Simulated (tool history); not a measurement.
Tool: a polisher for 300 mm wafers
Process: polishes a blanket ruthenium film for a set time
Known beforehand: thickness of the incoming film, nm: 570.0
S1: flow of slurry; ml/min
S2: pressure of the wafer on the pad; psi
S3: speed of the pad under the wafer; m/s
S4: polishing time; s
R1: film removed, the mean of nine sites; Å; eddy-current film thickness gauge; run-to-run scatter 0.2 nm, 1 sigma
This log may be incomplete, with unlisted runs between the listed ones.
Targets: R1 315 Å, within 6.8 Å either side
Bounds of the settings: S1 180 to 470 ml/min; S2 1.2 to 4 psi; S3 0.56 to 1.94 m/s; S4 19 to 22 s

Run 1, hour 0: S1 300 ml/min, S2 2.6 psi, S3 1.24 m/s, S4 22 s. Result: R1 467.17 Å.
Run 2, hour 7.5: S1 370 ml/min, S2 2.6 psi, S3 1.24 m/s, S4 22 s. Result: R1 475.94 Å.
Run 3, hour 9.8: S1 315 ml/min, S2 2.6 psi, S3 1.24 m/s, S4 22 s. Result: R1 469.78 Å.
Run 4, hour 14.8: S1 315 ml/min, S2 2.6 psi, S3 1.02 m/s, S4 22 s. Result: R1 399.96 Å.
Run 5, hour 23.1: S1 315 ml/min, S2 2.6 psi, S3 1.02 m/s, S4 22 s. Result: R1 405.09 Å.
Run 6, hour 28.1: S1 315 ml/min, S2 2.6 psi, S3 1.02 m/s, S4 19 s. Result: R1 349.55 Å.
Run 7, hour 34.1: S1 310 ml/min, S2 2.5 psi, S3 1.02 m/s, S4 19 s. Result: R1 338.8 Å.
Run 8, hour 38: S1 305 ml/min, S2 2.5 psi, S3 1.02 m/s, S4 19 s. Result: R1 340.64 Å.
Run 9, hour 40.3: S1 300 ml/min, S2 2.4 psi, S3 1.02 m/s, S4 19 s. Result: R1 328.91 Å.

Exactly one of the 5 candidate moves below puts every result within its allowed miss. Which one?
Run A, hour 42.6: S1 270 ml/min, S2 2.6 psi, S3 0.9 m/s, S4 20 s. Result: R1 ?.
Run B, hour 42.6: S1 315 ml/min, S2 2.8 psi, S3 0.8 m/s, S4 19 s. Result: R1 ?.
Run C, hour 42.6: S1 255 ml/min, S2 2.4 psi, S3 1.04 m/s, S4 20 s. Result: R1 ?.
Run D, hour 42.6: S1 285 ml/min, S2 2.4 psi, S3 1.1 m/s, S4 19 s. Result: R1 ?.
Run E, hour 42.6: S1 315 ml/min, S2 2.5 psi, S3 1.12 m/s, S4 19 s. Result: R1 ?.

move      R1
   A  336.93
   B  315.57
   C     350
   D   348.4
   E  366.04
A: further off than the last run
B: all results in spec
C: further off than the last run
D: further off than the last run
E: further off than the last run
Move B is the one to make.
